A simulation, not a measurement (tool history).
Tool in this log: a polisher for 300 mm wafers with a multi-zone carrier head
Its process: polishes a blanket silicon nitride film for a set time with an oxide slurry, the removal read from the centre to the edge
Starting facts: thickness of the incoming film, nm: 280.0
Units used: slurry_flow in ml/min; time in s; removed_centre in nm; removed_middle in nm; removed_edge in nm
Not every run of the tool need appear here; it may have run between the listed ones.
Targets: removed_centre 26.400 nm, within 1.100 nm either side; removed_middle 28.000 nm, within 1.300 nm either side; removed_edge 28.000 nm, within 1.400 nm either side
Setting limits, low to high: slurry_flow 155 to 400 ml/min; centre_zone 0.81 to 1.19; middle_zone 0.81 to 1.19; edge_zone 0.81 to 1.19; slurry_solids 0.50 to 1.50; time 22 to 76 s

Run 1, hour 0.0: slurry_flow 255 ml/min, centre_zone 1.00, middle_zone 1.00, edge_zone 1.00, slurry_solids 1.00, time 49 s. Result: removed_centre 36.754 nm, removed_middle 35.641 nm, removed_edge 35.787 nm.
Run 2, hour 7.2: slurry_flow 255 ml/min, centre_zone 1.00, middle_zone 1.00, edge_zone 1.03, slurry_solids 1.00, time 49 s. Result: removed_centre 36.873 nm, removed_middle 36.400 nm, removed_edge 36.136 nm.
Run 3, hour 9.9: slurry_flow 255 ml/min, centre_zone 0.98, middle_zone 1.00, edge_zone 1.02, slurry_solids 0.90, time 49 s. Result: removed_centre 34.716 nm, removed_middle 34.429 nm, removed_edge 34.040 nm.
Run 4, hour 17.3: slurry_flow 255 ml/min, centre_zone 0.98, middle_zone 1.00, edge_zone 1.02, slurry_solids 0.90, time 57 s. Result: removed_centre 39.377 nm, removed_middle 39.720 nm, removed_edge 40.414 nm.
Run 5, hour 19.9: slurry_flow 255 ml/min, centre_zone 0.98, middle_zone 1.00, edge_zone 1.02, slurry_solids 0.75, time 57 s. Result: removed_centre 35.630 nm, removed_middle 36.068 nm, removed_edge 35.164 nm.
Run 6, hour 21.0: slurry_flow 250 ml/min, centre_zone 0.96, middle_zone 0.99, edge_zone 1.01, slurry_solids 0.70, time 57 s. Result: removed_centre 34.849 nm, removed_middle 34.780 nm, removed_edge 34.863 nm.
Run 7, hour 25.7: slurry_flow 250 ml/min, centre_zone 0.95, middle_zone 0.99, edge_zone 1.01, slurry_solids 0.65, time 56 s. Result: removed_centre 31.620 nm, removed_middle 33.235 nm, removed_edge 33.049 nm.
Run 8, hour 31.9: slurry_flow 250 ml/min, centre_zone 0.95, middle_zone 0.99, edge_zone 1.00, slurry_solids 0.60, time 55 s. Result: removed_centre 30.426 nm, removed_middle 30.772 nm, removed_edge 30.416 nm.
Run 9, hour 34.6: slurry_flow 250 ml/min, centre_zone 0.94, middle_zone 0.99, edge_zone 0.99, slurry_solids 0.60, time 55 s. Result: removed_centre 29.920 nm, removed_middle 31.315 nm, removed_edge 30.548 nm.
Run 10, hour 37.6: slurry_flow 250 ml/min, centre_zone 0.93, middle_zone 0.98, edge_zone 0.98, slurry_solids 0.60, time 55 s. Result: removed_centre 28.609 nm, removed_middle 29.780 nm, removed_edge 30.431 nm.
Run 11, hour 39.9: slurry_flow 250 ml/min, centre_zone 0.93, middle_zone 0.98, edge_zone 0.97, slurry_solids 0.60, time 55 s. Result: removed_centre 29.046 nm, removed_middle 29.963 nm, removed_edge 30.048 nm.
Run 12, hour 44.5: slurry_flow 250 ml/min, centre_zone 0.92, middle_zone 0.98, edge_zone 0.96, slurry_solids 0.60, time 55 s. Result: removed_centre 28.602 nm, removed_middle 30.252 nm, removed_edge 29.663 nm.
Run 13, hour 48.5: slurry_flow 250 ml/min, centre_zone 0.91, middle_zone 0.97, edge_zone 0.95, slurry_solids 0.60, time 55 s. Result: removed_centre 28.143 nm, removed_middle 30.199 nm, removed_edge 29.508 nm.
Run 14, hour 53.0: slurry_flow 250 ml/min, centre_zone 0.91, middle_zone 0.96, edge_zone 0.94, slurry_solids 0.60, time 55 s. Result: removed_centre 28.210 nm, removed_middle 29.823 nm, removed_edge 29.719 nm.
Run 15, hour 55.5: slurry_flow 250 ml/min, centre_zone 0.91, middle_zone 0.96, edge_zone 0.93, slurry_solids 0.60, time 55 s. Result: removed_centre 28.764 nm, removed_middle 30.451 nm, removed_edge 28.855 nm.
Run 16, hour 60.2: slurry_flow 250 ml/min, centre_zone 0.90, middle_zone 0.95, edge_zone 0.93, slurry_solids 0.60, time 55 s. Result: removed_centre 27.736 nm, removed_middle 29.174 nm, removed_edge 29.289 nm.
Run 17, hour 61.4: slurry_flow 250 ml/min, centre_zone 0.90, middle_zone 0.95, edge_zone 0.92, slurry_solids 0.60, time 55 s. Result: removed_centre 27.882 nm, removed_middle 29.572 nm, removed_edge 29.267 nm.
Run 18, hour 63.2: slurry_flow 250 ml/min, centre_zone 0.90, middle_zone 0.95, edge_zone 0.91, slurry_solids 0.60, time 55 s. Result: removed_centre 27.786 nm, removed_middle 29.683 nm, removed_edge 29.433 nm.

Pick the move, out of 5, that brings all results within their allowed miss; only one does.
Run A, hour 65.0: slurry_flow 255 ml/min, centre_zone 0.88, middle_zone 1.07, edge_zone 0.97, slurry_solids 0.60, time 53 s. Result: removed_centre ?, removed_middle ?, removed_edge ?.
Run B, hour 65.0: slurry_flow 230 ml/min, centre_zone 0.87, middle_zone 0.93, edge_zone 0.89, slurry_solids 0.60, time 54 s. Result: removed_centre ?, removed_middle ?, removed_edge ?.
Run C, hour 65.0: slurry_flow 275 ml/min, centre_zone 0.99, middle_zone 0.85, edge_zone 0.91, slurry_solids 0.60, time 52 s. Result: removed_centre ?, removed_middle ?, removed_edge ?.
Run D, hour 65.0: slurry_flow 245 ml/min, centre_zone 0.99, middle_zone 0.98, edge_zone 0.82, slurry_solids 0.90, time 41 s. Result: removed_centre ?, removed_middle ?, removed_edge ?.
Run E, hour 65.0: slurry_flow 230 ml/min, centre_zone 0.91, middle_zone 0.81, edge_zone 0.93, slurry_solids 0.80, time 50 s. Result: removed_centre ?, removed_middle ?, removed_edge ?.

move  removed_centre  removed_middle  removed_edge
   A          26.300          31.882        29.117
   B          26.143          28.549        28.321
   C          29.254          25.976        27.966
   D          28.309          28.309        25.861
   E          29.644          27.623        31.394
A: its largest miss is bigger than the last run's
B: meets every target
C: pushes the last run's worst result past its target
D: puts the biggest miss on target and leaves a different result outside tolerance
E: puts the biggest miss on target and leaves a different result outside tolerance
Move B is the one to make.

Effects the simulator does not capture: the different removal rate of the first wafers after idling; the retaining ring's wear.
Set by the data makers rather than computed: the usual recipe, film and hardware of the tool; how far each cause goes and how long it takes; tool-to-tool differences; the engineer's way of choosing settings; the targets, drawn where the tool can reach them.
